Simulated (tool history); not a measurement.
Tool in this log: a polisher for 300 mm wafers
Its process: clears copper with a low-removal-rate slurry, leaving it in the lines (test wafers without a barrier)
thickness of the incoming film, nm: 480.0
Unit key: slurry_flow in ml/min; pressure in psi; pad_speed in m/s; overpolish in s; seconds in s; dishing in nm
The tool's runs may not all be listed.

run,day,slurry_flow,pressure,pad_speed,slurry_solids,overpolish,seconds,dishing
1,0,300,2.7,1.4,1,30,159.33,57.163
2,0.362,340,2.7,1.4,1,30,158.28,58.537
3,0.662,340,2.7,1.4,1,20,156.18,41.253
4,0.742,340,2.9,1.4,1,19,151.56,41.668
5,0.775,340,2.9,1.66,1,19,133.42,48.392
6,0.833,340,3.1,1.66,1,18,122.49,45.472
7,0.938,340,3.2,1.68,1,19,119.25,52.194
8,1.179,340,3.3,1.68,1,18,114.22,48.155
9,1.5,340,3.3,1.68,1,18,113.1,49.522
10,1.862,340,3.4,1.68,1,18,110.6,51.27
11,2.108,340,3.5,1.68,1,18,107.86,52.624
12,2.138,340,3.6,1.68,1,18,106.82,53.691
13,2.354,340,3.7,1.68,1,18,102.67,54.761

What will run 14 give?
14,2.55,340,3.8,1.68,1,17,?,?

{"run 14": {"seconds": 100.19, "dishing": 53.662}}

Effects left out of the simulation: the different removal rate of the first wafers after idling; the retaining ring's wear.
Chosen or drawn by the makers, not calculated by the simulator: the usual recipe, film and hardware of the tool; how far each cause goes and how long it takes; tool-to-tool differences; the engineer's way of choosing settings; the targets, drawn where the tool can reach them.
